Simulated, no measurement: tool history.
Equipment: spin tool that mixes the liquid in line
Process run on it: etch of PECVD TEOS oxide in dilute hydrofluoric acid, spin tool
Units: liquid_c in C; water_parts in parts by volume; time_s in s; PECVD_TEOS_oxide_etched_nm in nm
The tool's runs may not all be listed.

run,hour,liquid_c,water_parts,time_s,PECVD_TEOS_oxide_etched_nm
1,0.0,21.0,60,145,35.209
2,7.0,21.0,70,145,29.813
3,10.9,21.0,90,145,22.634
4,17.0,22.5,85,145,25.524
5,20.9,22.5,85,155,27.010
6,26.6,23.5,80,155,30.640
7,35.6,24.5,75,155,34.196
8,42.4,25.5,70,155,38.337
9,44.4,29.0,55,155,56.658

Run 10 comes next. What will it give?
10,50.6,28.5,55,155,?

{"run 10": {"PECVD_TEOS_oxide_etched_nm": 55.79}}
